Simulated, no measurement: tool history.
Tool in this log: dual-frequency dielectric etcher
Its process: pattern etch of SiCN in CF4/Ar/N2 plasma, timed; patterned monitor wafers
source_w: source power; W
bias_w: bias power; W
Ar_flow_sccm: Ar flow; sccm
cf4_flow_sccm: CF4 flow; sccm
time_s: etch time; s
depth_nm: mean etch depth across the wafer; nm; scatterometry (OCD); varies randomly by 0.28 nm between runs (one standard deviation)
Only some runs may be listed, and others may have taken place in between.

Run 1, hour 0: source_w 570 W, bias_w 78 W, Ar_flow_sccm 72 sccm, cf4_flow_sccm 50 sccm, time_s 76.5 s. Result: depth_nm 81.824 nm.
Run 2, hour 1.7: source_w 580 W, bias_w 78 W, Ar_flow_sccm 72 sccm, cf4_flow_sccm 50 sccm, time_s 76.5 s. Result: depth_nm 82.65 nm.
Run 3, hour 6.9: source_w 590 W, bias_w 78 W, Ar_flow_sccm 72 sccm, cf4_flow_sccm 50 sccm, time_s 76.5 s. Result: depth_nm 83.856 nm.
Run 4, hour 14: source_w 600 W, bias_w 78 W, Ar_flow_sccm 72 sccm, cf4_flow_sccm 50 sccm, time_s 76.5 s. Result: depth_nm 85.051 nm.
Run 5, hour 19.9: source_w 610 W, bias_w 78 W, Ar_flow_sccm 72 sccm, cf4_flow_sccm 50 sccm, time_s 76.5 s. Result: depth_nm 86.709 nm.
Run 6, hour 21.1: source_w 610 W, bias_w 78 W, Ar_flow_sccm 72 sccm, cf4_flow_sccm 50 sccm, time_s 76.5 s. Result: depth_nm 86.632 nm.
Run 7, hour 29.7: source_w 610 W, bias_w 78 W, Ar_flow_sccm 72 sccm, cf4_flow_sccm 50 sccm, time_s 76.5 s. Result: depth_nm 87.223 nm.

Predict the results of run 8:
Run 8, hour 37.8: source_w 630 W, bias_w 78 W, Ar_flow_sccm 72 sccm, cf4_flow_sccm 50 sccm, time_s 76.5 s. Result: depth_nm ?.

{"run 8": {"depth_nm": 88.887}}

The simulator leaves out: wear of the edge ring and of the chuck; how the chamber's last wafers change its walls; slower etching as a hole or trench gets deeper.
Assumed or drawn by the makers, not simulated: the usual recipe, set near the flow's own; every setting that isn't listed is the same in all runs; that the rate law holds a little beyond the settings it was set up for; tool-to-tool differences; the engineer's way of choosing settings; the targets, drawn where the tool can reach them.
